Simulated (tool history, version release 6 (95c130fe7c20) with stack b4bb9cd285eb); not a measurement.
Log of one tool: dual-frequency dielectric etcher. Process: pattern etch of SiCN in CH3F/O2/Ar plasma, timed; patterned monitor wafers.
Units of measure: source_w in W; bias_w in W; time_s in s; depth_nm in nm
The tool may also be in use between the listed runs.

run,hour,source_w,bias_w,time_s,depth_nm
1,0,390,87,41,16.63
2,6.5,350,83,41,15.912
3,11.9,350,83,41,15.859
4,17.4,320,79,41,15.148
5,22.9,320,79,41,15.077
6,25.4,300,78,41,14.589
7,28.6,290,78,41,14.711

Run 8 is up next; what results do you expect?
8,34.4,280,77,41,?

depth_nm: 14.398 nm
